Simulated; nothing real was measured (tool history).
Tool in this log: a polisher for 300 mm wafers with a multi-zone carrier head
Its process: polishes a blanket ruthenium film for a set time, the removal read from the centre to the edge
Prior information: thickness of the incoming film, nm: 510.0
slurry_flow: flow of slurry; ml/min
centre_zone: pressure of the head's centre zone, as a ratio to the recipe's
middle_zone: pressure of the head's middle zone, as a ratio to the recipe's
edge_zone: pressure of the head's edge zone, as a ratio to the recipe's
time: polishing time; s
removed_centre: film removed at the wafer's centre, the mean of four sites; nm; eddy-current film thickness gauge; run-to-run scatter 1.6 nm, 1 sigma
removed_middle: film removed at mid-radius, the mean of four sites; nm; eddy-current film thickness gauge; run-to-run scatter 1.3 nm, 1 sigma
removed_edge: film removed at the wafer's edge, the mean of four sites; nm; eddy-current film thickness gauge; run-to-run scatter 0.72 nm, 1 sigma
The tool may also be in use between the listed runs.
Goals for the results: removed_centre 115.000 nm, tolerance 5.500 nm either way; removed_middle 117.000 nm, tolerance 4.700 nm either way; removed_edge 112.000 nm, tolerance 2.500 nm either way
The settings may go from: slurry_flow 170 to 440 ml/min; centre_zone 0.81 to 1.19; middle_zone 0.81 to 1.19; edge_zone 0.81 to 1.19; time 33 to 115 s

run,day,slurry_flow,centre_zone,middle_zone,edge_zone,time,removed_centre,removed_middle,removed_edge
1,0.000,280,1.00,1.00,1.00,73,75.255,75.574,75.621
2,0.142,290,1.02,1.03,1.04,79,85.676,84.676,83.020
3,0.438,295,1.02,1.04,1.06,84,91.247,92.323,89.117
4,0.621,325,1.02,1.04,1.06,84,90.302,93.473,90.154
5,0.942,325,1.02,1.09,1.06,84,89.305,96.782,89.955
6,1.138,330,1.03,1.09,1.09,87,97.341,100.990,94.107
7,1.496,335,1.00,1.08,1.16,101,107.930,116.840,112.960
8,1.717,335,1.01,1.08,1.16,101,108.230,115.780,113.340

Next run, 5 choices. One meets every target within its allowed miss, the rest don't. Which?
A,1.938,305,0.96,1.09,1.19,103,?,?,?
B,1.938,310,1.00,1.01,1.19,104,?,?,?
C,1.938,235,0.96,1.14,1.19,102,?,?,?
D,1.938,380,1.09,1.13,1.19,99,?,?,?
E,1.938,345,0.95,1.00,1.19,103,?,?,?

move,removed_centre,removed_middle,removed_edge
A,102.840,118.200,116.430
B,108.290,112.240,117.790
C,99.422,118.850,113.310
D,114.390,118.870,113.240
E,102.750,111.180,117.400
A: misses by more than the last run did
B: misses by more than the last run did
C: misses by more than the last run did
D: every result lands within tolerance
E: misses by more than the last run did
The move that meets every target is D.
